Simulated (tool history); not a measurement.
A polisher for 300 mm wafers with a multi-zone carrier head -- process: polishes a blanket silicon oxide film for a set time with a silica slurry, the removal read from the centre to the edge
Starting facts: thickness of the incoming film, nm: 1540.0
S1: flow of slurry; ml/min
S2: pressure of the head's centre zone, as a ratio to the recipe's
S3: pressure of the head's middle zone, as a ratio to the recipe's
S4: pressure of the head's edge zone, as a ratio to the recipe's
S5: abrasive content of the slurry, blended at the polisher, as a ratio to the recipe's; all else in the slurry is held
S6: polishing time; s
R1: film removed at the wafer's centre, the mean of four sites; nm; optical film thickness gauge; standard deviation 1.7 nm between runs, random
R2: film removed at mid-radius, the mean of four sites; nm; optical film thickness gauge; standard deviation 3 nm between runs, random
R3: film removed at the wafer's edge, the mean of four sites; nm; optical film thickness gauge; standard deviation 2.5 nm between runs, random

run	hour	S1	S2	S3	S4	S5	S6	R1	R2	R3
1	0.0	230	1.00	1.00	1.00	1.00	61	224.88	240.18	225.61
2	0.6	230	1.00	1.00	0.91	1.00	61	224.55	234.38	215.72
3	3.6	235	1.00	0.98	0.95	1.05	61	229.48	242.22	226.21
4	4.8	240	1.00	0.95	0.99	1.05	61	233.05	235.83	226.99
5	11.9	230	0.99	0.93	1.02	1.10	61	235.19	236.80	236.10
6	17.8	230	0.99	0.93	1.02	1.30	61	251.92	246.52	253.44
7	18.4	230	0.99	0.93	1.02	1.30	61	252.13	254.12	256.07

Run 8, settings as shown, results not yet in. Your forecast:
8	22.7	225	0.98	0.92	1.04	1.30	61	?	?	?

R1: 251.36 nm
R2: 248.63 nm
R3: 255.41 nm
